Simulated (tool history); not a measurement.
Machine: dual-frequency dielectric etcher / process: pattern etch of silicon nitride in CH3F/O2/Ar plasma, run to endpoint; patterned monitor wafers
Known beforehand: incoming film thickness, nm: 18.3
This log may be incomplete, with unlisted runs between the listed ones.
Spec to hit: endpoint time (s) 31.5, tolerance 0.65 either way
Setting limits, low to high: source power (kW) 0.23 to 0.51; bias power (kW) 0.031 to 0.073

run  hour  source power (kW)  bias power (kW)  endpoint time (s)
  1     0               0.37            0.052              28.13
  2   3.2               0.37            0.045             29.453
  3   7.1               0.43            0.045             27.871
  4  12.9               0.45            0.045             27.487
  5  17.6               0.45            0.036             29.241
  6  22.2               0.42            0.036             30.108
  7  25.5               0.41            0.036             30.438
  8  30.5                0.4            0.036             30.699

Which single option among these 4 for the next run brings every result within its allowed miss of target? Just one does.
  A  35.5               0.38            0.036                  ?
  B  35.5               0.38            0.039                  ?
  C  35.5               0.39             0.04                  ?
  D  35.5               0.36            0.031                  ?

move  endpoint time (s)
   A             31.292
   B             30.512
   C             29.978
   D             33.426
A: all results land within tolerance of their targets
B: further off than the last run
C: further off than the last run
D: takes the result that was furthest off past its target
The move that meets every target is A.
